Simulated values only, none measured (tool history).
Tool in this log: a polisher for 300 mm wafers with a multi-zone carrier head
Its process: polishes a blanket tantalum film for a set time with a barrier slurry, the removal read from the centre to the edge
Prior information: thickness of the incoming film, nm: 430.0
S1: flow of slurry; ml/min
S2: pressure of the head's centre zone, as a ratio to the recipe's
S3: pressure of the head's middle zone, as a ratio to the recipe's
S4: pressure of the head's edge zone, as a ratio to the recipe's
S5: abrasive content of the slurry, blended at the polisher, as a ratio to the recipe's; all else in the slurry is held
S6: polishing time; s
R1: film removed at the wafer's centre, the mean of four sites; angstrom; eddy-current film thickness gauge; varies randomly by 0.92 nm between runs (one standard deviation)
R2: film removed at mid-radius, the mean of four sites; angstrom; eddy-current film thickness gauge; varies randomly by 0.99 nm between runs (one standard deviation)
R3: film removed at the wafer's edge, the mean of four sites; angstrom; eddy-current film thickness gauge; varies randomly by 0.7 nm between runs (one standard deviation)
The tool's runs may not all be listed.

run    day   S1    S2    S3    S4    S5  S6      R1      R2      R3
  1  0.000  150  1.00  1.00  1.00  1.00  38  646.70  646.21  657.18
  2  0.229  150  1.09  1.00  1.00  1.00  38  721.82  636.34  652.58
  3  0.300  150  1.09  0.93  1.00  1.00  38  705.66  600.58  658.42
  4  0.571  155  1.07  0.94  1.02  1.05  38  701.22  633.34  672.91
  5  0.604  155  1.07  0.92  1.04  1.10  39  747.50  647.94  709.66
  6  0.721  155  1.05  0.91  1.06  1.15  39  750.41  648.92  724.12
     1.096  -- worn pad replaced by a new one
  7  1.096  160  1.03  0.91  1.08  1.20  39  800.89  719.25  811.95
  8  1.179  160  1.03  0.91  1.08  1.20  39  807.09  716.97  820.32

Run 9 has not been measured yet. What should we expect?
  9  1.242  165  1.02  0.91  1.08  1.20  39   ?   ?   ?

{"run 9": {"R1": 805.97, "R2": 694.62, "R3": 793.79}}

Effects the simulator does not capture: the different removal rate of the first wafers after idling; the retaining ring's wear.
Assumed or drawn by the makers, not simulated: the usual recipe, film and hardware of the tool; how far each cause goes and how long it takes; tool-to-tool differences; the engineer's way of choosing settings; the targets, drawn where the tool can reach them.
